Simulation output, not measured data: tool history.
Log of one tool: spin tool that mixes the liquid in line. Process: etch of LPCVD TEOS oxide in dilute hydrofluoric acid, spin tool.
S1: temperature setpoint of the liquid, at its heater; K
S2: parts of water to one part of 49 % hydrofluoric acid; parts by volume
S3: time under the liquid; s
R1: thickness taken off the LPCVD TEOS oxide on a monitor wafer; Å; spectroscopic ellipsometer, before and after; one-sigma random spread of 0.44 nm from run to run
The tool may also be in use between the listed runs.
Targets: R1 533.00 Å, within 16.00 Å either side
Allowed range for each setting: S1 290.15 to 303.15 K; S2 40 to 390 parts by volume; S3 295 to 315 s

run,hour,S1,S2,S3,R1
1,0.0,295.15,215,295,714.48
2,2.7,293.65,215,295,684.35
3,8.1,293.65,165,295,924.76
4,12.3,293.65,120,295,1309.30
5,14.7,293.65,150,295,1013.80
6,16.6,293.65,150,295,1048.20
7,23.6,292.65,170,295,856.42
8,29.6,292.65,170,295,853.59
9,34.2,292.15,185,295,749.31
10,38.6,291.65,195,295,692.14
11,41.2,291.65,195,295,702.75
12,47.4,291.15,205,295,651.15
13,53.5,290.65,210,295,613.47

Next run, 4 choices. One meets every target within its allowed miss, the rest don't. Which?
A,59.6,290.15,245,295,?
B,59.6,290.15,250,295,?
C,59.6,293.15,255,295,?
D,59.6,292.15,220,300,?

move,R1
A,503.76
B,491.54
C,537.87
D,630.65
A: takes the result that was furthest off past its target
B: takes the result that was furthest off past its target
C: meets every target
D: moves away from the targets compared with the last run
Move C is the one to make.
